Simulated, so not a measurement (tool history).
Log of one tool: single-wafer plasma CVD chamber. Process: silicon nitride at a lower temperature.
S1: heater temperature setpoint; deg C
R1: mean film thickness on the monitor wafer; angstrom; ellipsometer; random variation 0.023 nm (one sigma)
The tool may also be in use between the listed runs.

run 1 hour=0.0 | S1=350 chamber_pressure_(mTorr)=1490 RF_power_(W)=225 deposition_time_(s)=10.2 | R1=88.667
run 2 hour=8.8 | S1=350 chamber_pressure_(mTorr)=1490 RF_power_(W)=255 deposition_time_(s)=10.2 | R1=95.950
run 3 hour=11.5 | S1=355 chamber_pressure_(mTorr)=1490 RF_power_(W)=255 deposition_time_(s)=10.2 | R1=96.187
run 4 hour=16.0 | S1=355 chamber_pressure_(mTorr)=1520 RF_power_(W)=255 deposition_time_(s)=10.2 | R1=96.125
run 5 hour=20.9 | S1=355 chamber_pressure_(mTorr)=1520 RF_power_(W)=255 deposition_time_(s)=9.7 | R1=91.667
run 6 hour=26.4 | S1=354 chamber_pressure_(mTorr)=1620 RF_power_(W)=255 deposition_time_(s)=9.7 | R1=93.129
run 7 hour=28.2 | S1=354 chamber_pressure_(mTorr)=1710 RF_power_(W)=255 deposition_time_(s)=9.7 | R1=94.553
run 8 hour=36.5 | S1=354 chamber_pressure_(mTorr)=1780 RF_power_(W)=255 deposition_time_(s)=9.7 | R1=95.492

The next listed run, before its measurement:
run 9 hour=42.4 | S1=354 chamber_pressure_(mTorr)=1830 RF_power_(W)=255 deposition_time_(s)=9.7 | R1=?

{"run 9": {"R1": 96.393}}
